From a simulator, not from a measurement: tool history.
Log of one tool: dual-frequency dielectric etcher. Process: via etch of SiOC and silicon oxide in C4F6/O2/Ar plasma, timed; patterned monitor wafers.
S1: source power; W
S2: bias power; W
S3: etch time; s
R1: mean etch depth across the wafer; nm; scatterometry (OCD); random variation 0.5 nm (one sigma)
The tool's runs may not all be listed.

{"run": 1, "hour": 0.0, "S1": 460, "S2": 177, "S3": 105.0, "R1": 124.97}
{"run": 2, "hour": 6.2, "S1": 480, "S2": 180, "S3": 105.0, "R1": 127.79}
{"run": 3, "hour": 11.7, "S1": 500, "S2": 182, "S3": 105.0, "R1": 130.0}
{"run": 4, "hour": 17.8, "S1": 510, "S2": 184, "S3": 105.0, "R1": 130.44}
{"run": 5, "hour": 22.6, "S1": 450, "S2": 184, "S3": 105.0, "R1": 125.42}
{"run": 6, "hour": 30.5, "S1": 470, "S2": 188, "S3": 105.0, "R1": 128.41}
{"run": 7, "hour": 33.6, "S1": 490, "S2": 191, "S3": 105.0, "R1": 130.59}

Forecast run 8:
{"run": 8, "hour": 36.1, "S1": 500, "S2": 193, "S3": 105.0, "R1": "?"}

R1: 131.51 nm
